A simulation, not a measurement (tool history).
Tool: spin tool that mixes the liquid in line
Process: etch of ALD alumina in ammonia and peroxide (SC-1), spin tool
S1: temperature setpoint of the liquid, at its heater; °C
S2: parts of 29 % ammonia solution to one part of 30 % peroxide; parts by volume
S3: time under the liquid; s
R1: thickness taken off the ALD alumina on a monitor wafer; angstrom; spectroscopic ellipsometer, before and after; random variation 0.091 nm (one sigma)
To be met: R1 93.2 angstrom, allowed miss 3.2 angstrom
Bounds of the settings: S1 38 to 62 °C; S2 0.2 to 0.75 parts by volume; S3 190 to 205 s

run 1 hour=0 | S1=46 S2=0.45 S3=190 | R1=58.828
run 2 hour=0.7 | S1=52.5 S2=0.45 S3=190 | R1=86.281
run 3 hour=3.1 | S1=57 S2=0.45 S3=190 | R1=109.41
run 4 hour=11.9 | S1=56.5 S2=0.45 S3=190 | R1=106.02
run 5 hour=18.2 | S1=56 S2=0.45 S3=190 | R1=102.68
run 6 hour=26.9 | S1=59.5 S2=0.45 S3=190 | R1=122.45
run 7 hour=29 | S1=59 S2=0.45 S3=190 | R1=119.06
run 8 hour=32 | S1=58.5 S2=0.45 S3=190 | R1=119.18
run 9 hour=37.3 | S1=58 S2=0.45 S3=190 | R1=115.95
run 10 hour=40.5 | S1=58 S2=0.45 S3=190 | R1=115.38

Which of these 5 next moves meets every target?
run A hour=43.7 | S1=61 S2=0.4 S3=195 | R1=?
run B hour=43.7 | S1=52.5 S2=0.45 S3=190 | R1=?
run C hour=43.7 | S1=59.5 S2=0.45 S3=190 | R1=?
run D hour=43.7 | S1=55.5 S2=0.5 S3=190 | R1=?
run E hour=43.7 | S1=54.5 S2=0.35 S3=190 | R1=?

move=A R1=136.24
move=B R1=84.916
move=C R1=124.05
move=D R1=101.13
move=E R1=92.566
A: further off than the last run
B: takes the result that was furthest off past its target
C: further off than the last run
D: nearer than the last run, and not there yet
E: meets every target
Move E is the one to make.

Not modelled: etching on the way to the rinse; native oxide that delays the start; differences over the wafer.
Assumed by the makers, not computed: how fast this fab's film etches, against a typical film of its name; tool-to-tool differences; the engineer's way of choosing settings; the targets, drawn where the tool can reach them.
